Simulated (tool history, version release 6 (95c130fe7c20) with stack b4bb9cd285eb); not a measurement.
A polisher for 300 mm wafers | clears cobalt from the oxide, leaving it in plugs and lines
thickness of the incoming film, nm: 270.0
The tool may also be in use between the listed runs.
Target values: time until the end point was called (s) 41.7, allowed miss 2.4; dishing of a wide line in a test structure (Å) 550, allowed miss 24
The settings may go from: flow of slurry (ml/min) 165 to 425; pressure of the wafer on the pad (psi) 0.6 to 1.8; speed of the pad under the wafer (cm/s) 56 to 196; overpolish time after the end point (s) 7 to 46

run,hour,flow of slurry (ml/min),pressure of the wafer on the pad (psi),speed of the pad under the wafer (cm/s),overpolish time after the end point (s),time until the end point was called (s),dishing of a wide line in a test structure (Å)
1,0,275,1.2,126,24,61.77,468.36
2,0.8,275,1.2,108,24,71.349,440.11
3,8.2,275,1.3,110,24,65.46,468.79
4,12,275,1.3,134,24,53.637,483.1
5,18.4,275,1.3,158,24,46.556,509.73
6,19.3,305,1.3,158,24,44.69,501.29
7,22.3,305,1.3,158,25,46.036,514.73
8,28.7,305,1.4,158,26,43.675,523.19

Of the 4 settings listed for the next run, only one would bring every result within its allowed miss of target. Which one?
A,35.1,310,1.7,158,29,?,?
B,35.1,360,1.6,134,20,?,?
C,35.1,415,1.4,156,18,?,?
D,35.1,285,1.7,138,32,?,?

move,time until the end point was called (s),dishing of a wide line in a test structure (Å)
A,37.042,544.01
B,45.621,494.45
C,44.158,484
D,42.471,543.11
A: meets the target for the result that was furthest off, but another lies outside its allowed miss
B: moves away from the targets compared with the last run
C: moves away from the targets compared with the last run
D: every result within its allowed miss
D is the move that brings every result within its allowed miss.
